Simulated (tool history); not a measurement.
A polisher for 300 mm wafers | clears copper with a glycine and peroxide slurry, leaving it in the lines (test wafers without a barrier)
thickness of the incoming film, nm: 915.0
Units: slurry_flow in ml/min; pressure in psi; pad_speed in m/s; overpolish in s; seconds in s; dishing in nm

run 1 hour=0.0 | slurry_flow=245 pressure=2.9 pad_speed=1.30 overpolish=10 | seconds=122.59 dishing=49.076
run 2 hour=8.7 | slurry_flow=245 pressure=2.4 pad_speed=1.30 overpolish=10 | seconds=145.45 dishing=43.091
run 3 hour=12.1 | slurry_flow=245 pressure=2.4 pad_speed=1.30 overpolish=12 | seconds=144.62 dishing=48.081
run 4 hour=13.2 | slurry_flow=245 pressure=2.3 pad_speed=1.30 overpolish=12 | seconds=148.16 dishing=47.359
run 5 hour=22.0 | slurry_flow=245 pressure=2.3 pad_speed=1.54 overpolish=12 | seconds=136.39 dishing=50.559
run 6 hour=28.2 | slurry_flow=245 pressure=2.3 pad_speed=1.54 overpolish=8 | seconds=135.65 dishing=37.913
run 7 hour=29.9 | slurry_flow=245 pressure=2.2 pad_speed=1.52 overpolish=9 | seconds=139.03 dishing=38.492
run 8 hour=36.5 | slurry_flow=245 pressure=2.1 pad_speed=1.48 overpolish=10 | seconds=150.16 dishing=40.902

Run 9 comes next. What will it give?
run 9 hour=40.2 | slurry_flow=245 pressure=2.0 pad_speed=1.48 overpolish=10 | seconds=? dishing=?

Run 9 gave seconds 157.00 s, dishing 40.219 nm.
